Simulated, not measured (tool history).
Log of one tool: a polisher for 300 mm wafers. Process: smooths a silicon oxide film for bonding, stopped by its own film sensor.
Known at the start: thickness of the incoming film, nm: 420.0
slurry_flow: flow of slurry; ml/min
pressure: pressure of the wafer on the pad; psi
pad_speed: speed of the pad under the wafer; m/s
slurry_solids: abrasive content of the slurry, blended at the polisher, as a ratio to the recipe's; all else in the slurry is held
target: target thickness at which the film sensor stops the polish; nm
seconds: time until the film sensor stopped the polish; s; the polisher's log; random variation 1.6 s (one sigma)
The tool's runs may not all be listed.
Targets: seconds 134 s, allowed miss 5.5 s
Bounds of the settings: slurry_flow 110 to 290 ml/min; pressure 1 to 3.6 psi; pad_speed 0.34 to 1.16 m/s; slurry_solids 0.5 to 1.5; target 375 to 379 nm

run,hour,slurry_flow,pressure,pad_speed,slurry_solids,target,seconds
1,0,185,2.3,0.74,1,375,96.478
2,3.1,185,2.3,0.74,1.15,375,89.968
3,9.1,185,2.3,0.74,1.15,375,89.553
4,18.1,185,2.3,0.82,1.15,375,82.445
# hour 21.7: worn pad replaced by a new one
5,21.7,185,2.2,0.82,1.15,375,79.299
6,27.2,210,2.2,0.82,1.15,375,76.697
7,33.3,200,2.1,0.82,1.15,375,80.997
8,38.6,190,2,0.82,1.15,375,84.51
9,42.3,190,1.4,0.76,1.15,375,105.25
10,50.9,185,1.3,0.76,1.15,375,112.67
11,56.6,185,1.3,0.76,1.15,375,110.43
12,58.5,180,1.3,0.76,1.15,375,110.26
13,64.2,180,1.3,0.76,1.15,375,111.87
14,66.6,175,1.3,0.76,1.15,375,110.91

Which of these 4 next moves meets every target?
A,69,185,1,0.74,1.35,375,?
B,69,165,1.2,0.7,1.15,375,?
C,69,155,1.5,0.48,1.3,375,?
D,69,160,1.1,0.7,1.25,376,?

move,seconds
A,117.78
B,122.62
C,131.65
D,120.73
A: nearer than the last run, and not there yet
B: nearer than the last run, and not there yet
C: meets every target
D: nearer than the last run, and not there yet
The right move is C.

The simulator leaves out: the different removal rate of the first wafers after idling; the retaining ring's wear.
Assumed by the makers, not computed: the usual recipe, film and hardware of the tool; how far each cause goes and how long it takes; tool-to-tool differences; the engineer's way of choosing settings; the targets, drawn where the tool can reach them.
